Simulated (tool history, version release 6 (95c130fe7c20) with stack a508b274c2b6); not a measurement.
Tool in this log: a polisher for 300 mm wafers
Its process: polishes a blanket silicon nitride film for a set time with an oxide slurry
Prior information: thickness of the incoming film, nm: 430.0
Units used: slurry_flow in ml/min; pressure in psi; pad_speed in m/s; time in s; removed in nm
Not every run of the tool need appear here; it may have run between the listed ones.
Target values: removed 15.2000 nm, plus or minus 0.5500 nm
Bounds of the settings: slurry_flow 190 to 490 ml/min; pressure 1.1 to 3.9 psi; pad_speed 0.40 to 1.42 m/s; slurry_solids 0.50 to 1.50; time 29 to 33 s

run	hour	slurry_flow	pressure	pad_speed	slurry_solids	time	removed
1	0.0	315	2.5	0.90	1.00	33	8.8848
2	6.1	315	2.5	1.04	1.00	33	9.6463
3	10.7	315	2.6	1.04	1.00	33	10.0260
4	18.5	315	2.6	1.04	1.15	33	10.6160
# hour 25.4: conditioning disc replaced and pad reconditioned
5	25.4	315	2.6	1.04	1.15	33	14.1750
6	31.3	360	2.6	1.04	1.15	33	14.2970
7	39.1	370	2.6	1.04	1.15	33	14.6010
8	45.5	375	2.6	1.04	1.15	33	14.6000
9	50.8	385	2.6	1.04	1.15	33	14.4630

Which single option among these 4 for the next run brings every result within its allowed miss of target? Just one does.
A	56.1	415	2.2	1.20	1.10	32	?
B	56.1	360	3.0	1.14	1.20	31	?
C	56.1	365	2.9	1.00	1.30	31	?
D	56.1	365	2.5	1.00	1.05	32	?

move	removed
A	13.6500
B	16.6110
C	15.1140
D	12.5600
A: lands further from the targets than the last run did
B: the result that was furthest off in the last run now lies on the other side of its target
C: every result within its allowed miss
D: lands further from the targets than the last run did
Correct choice: C, which meets every target
